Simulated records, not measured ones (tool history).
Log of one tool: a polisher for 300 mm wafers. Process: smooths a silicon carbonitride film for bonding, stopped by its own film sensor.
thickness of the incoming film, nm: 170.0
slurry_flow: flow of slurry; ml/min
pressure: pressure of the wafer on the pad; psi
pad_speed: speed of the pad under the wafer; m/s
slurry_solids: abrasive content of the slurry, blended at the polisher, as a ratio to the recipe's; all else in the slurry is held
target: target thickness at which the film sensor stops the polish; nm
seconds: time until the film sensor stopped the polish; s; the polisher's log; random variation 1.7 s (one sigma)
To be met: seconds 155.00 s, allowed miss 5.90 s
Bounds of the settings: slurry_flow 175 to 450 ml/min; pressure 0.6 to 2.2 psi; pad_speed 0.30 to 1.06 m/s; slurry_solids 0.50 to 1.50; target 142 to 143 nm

run	day	slurry_flow	pressure	pad_speed	slurry_solids	target	seconds
1	0.000	290	1.4	0.68	1.00	143	184.64
2	0.300	290	1.4	0.54	1.00	143	220.71
3	0.329	290	1.4	0.38	1.00	143	291.80
4	0.579	290	1.4	0.30	1.00	143	353.88
5	0.921	290	1.4	0.30	0.80	143	412.11
6	1.262	235	1.4	0.30	0.80	143	428.21
7	1.383	290	1.8	0.50	0.85	143	212.55
8	1.562	300	1.9	0.50	0.85	143	200.84
9	1.671	305	2.0	0.50	0.85	143	187.78
10	1.962	310	2.1	0.50	0.85	143	186.36
11	2.221	310	2.1	0.52	0.85	143	178.12
12	2.446	310	2.1	0.54	0.85	143	170.91
13	2.754	310	2.2	0.56	0.85	143	165.09
14	3.079	320	2.2	0.56	0.85	143	161.99

5 next moves are on the table. One of them brings every result within its allowed miss. Which?
A	3.404	325	2.2	0.56	0.80	143	?
B	3.404	345	2.1	0.56	0.90	142	?
C	3.404	320	2.2	0.54	0.90	142	?
D	3.404	285	2.2	0.62	0.80	143	?
E	3.404	275	2.1	0.58	0.90	142	?

move	seconds
A	166.23
B	164.00
C	163.22
D	155.18
E	162.93
A: further off than the last run
B: further off than the last run
C: further off than the last run
D: meets every target
E: further off than the last run
Answer: D
